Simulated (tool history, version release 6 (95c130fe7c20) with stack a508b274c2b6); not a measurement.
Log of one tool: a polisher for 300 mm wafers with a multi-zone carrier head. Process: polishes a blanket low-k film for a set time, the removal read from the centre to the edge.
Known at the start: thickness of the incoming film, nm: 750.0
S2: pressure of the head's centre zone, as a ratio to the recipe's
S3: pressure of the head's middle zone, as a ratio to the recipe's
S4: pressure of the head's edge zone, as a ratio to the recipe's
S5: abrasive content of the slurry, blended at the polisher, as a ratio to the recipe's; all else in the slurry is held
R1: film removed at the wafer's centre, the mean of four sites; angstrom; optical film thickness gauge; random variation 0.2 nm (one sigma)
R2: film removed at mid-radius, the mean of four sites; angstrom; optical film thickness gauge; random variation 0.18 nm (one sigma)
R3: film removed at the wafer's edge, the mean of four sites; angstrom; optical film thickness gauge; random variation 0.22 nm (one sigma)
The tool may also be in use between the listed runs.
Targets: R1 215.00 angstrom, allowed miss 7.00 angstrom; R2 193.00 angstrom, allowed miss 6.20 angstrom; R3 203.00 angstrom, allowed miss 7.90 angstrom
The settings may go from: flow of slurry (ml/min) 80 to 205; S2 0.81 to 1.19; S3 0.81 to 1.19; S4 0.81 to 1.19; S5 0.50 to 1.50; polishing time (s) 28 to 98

Run 1, hour 0.0: flow of slurry (ml/min) 135, S2 1.00, S3 1.00, S4 1.00, S5 1.00, polishing time (s) 63. Result: R1 255.76 angstrom, R2 232.21 angstrom, R3 242.33 angstrom.
Run 2, hour 4.9: flow of slurry (ml/min) 120, S2 1.00, S3 1.00, S4 1.00, S5 1.00, polishing time (s) 63. Result: R1 246.59 angstrom, R2 225.46 angstrom, R3 237.65 angstrom.
Run 3, hour 7.8: flow of slurry (ml/min) 120, S2 1.00, S3 1.00, S4 1.00, S5 1.00, polishing time (s) 74. Result: R1 295.22 angstrom, R2 267.53 angstrom, R3 273.81 angstrom.
Run 4, hour 10.9: flow of slurry (ml/min) 110, S2 0.98, S3 0.97, S4 0.96, S5 0.85, polishing time (s) 74. Result: R1 262.17 angstrom, R2 242.84 angstrom, R3 253.65 angstrom.
Run 5, hour 16.1: flow of slurry (ml/min) 105, S2 0.99, S3 0.96, S4 0.93, S5 0.75, polishing time (s) 73. Result: R1 248.72 angstrom, R2 222.65 angstrom, R3 234.25 angstrom.
Run 6, hour 24.5: flow of slurry (ml/min) 105, S2 0.99, S3 1.04, S4 0.93, S5 0.75, polishing time (s) 73. Result: R1 245.96 angstrom, R2 236.34 angstrom, R3 231.93 angstrom.
Run 7, hour 28.4: flow of slurry (ml/min) 100, S2 0.99, S3 1.01, S4 0.91, S5 0.70, polishing time (s) 73. Result: R1 234.72 angstrom, R2 221.67 angstrom, R3 229.00 angstrom.
Run 8, hour 33.8: flow of slurry (ml/min) 110, S2 1.04, S3 0.99, S4 0.87, S5 0.50, polishing time (s) 70. Result: R1 211.77 angstrom, R2 183.21 angstrom, R3 181.30 angstrom.
Run 9, hour 39.6: flow of slurry (ml/min) 110, S2 1.04, S3 0.99, S4 0.87, S5 0.50, polishing time (s) 70. Result: R1 209.48 angstrom, R2 186.70 angstrom, R3 183.25 angstrom.
Run 10, hour 40.2: flow of slurry (ml/min) 110, S2 1.03, S3 0.99, S4 0.90, S5 0.50, polishing time (s) 70. Result: R1 208.53 angstrom, R2 186.66 angstrom, R3 184.54 angstrom.
Run 11, hour 45.1: flow of slurry (ml/min) 105, S2 1.02, S3 0.98, S4 0.91, S5 0.55, polishing time (s) 70. Result: R1 213.78 angstrom, R2 189.18 angstrom, R3 192.22 angstrom.

Which of these 5 next moves meets every target?
Run A, hour 50.0: flow of slurry (ml/min) 80, S2 0.98, S3 0.93, S4 0.84, S5 0.60, polishing time (s) 74. Result: R1 ?, R2 ?, R3 ?.
Run B, hour 50.0: flow of slurry (ml/min) 130, S2 1.09, S3 1.09, S4 0.87, S5 0.50, polishing time (s) 65. Result: R1 ?, R2 ?, R3 ?.
Run C, hour 50.0: flow of slurry (ml/min) 170, S2 1.02, S3 1.10, S4 0.90, S5 0.60, polishing time (s) 62. Result: R1 ?, R2 ?, R3 ?.
Run D, hour 50.0: flow of slurry (ml/min) 115, S2 1.16, S3 1.19, S4 0.93, S5 0.50, polishing time (s) 66. Result: R1 ?, R2 ?, R3 ?.
Run E, hour 50.0: flow of slurry (ml/min) 85, S2 1.11, S3 0.97, S4 0.86, S5 0.50, polishing time (s) 75. Result: R1 ?, R2 ?, R3 ?.

move      R1      R2      R3
   A  210.78  192.44  203.79
   B  208.00  187.24  176.38
   C  210.02  202.33  189.77
   D  220.15  198.18  181.24
   E  226.03  186.77  193.60
A: meets every target
B: further off than the last run
C: further off than the last run
D: further off than the last run
E: further off than the last run
The right move is A.

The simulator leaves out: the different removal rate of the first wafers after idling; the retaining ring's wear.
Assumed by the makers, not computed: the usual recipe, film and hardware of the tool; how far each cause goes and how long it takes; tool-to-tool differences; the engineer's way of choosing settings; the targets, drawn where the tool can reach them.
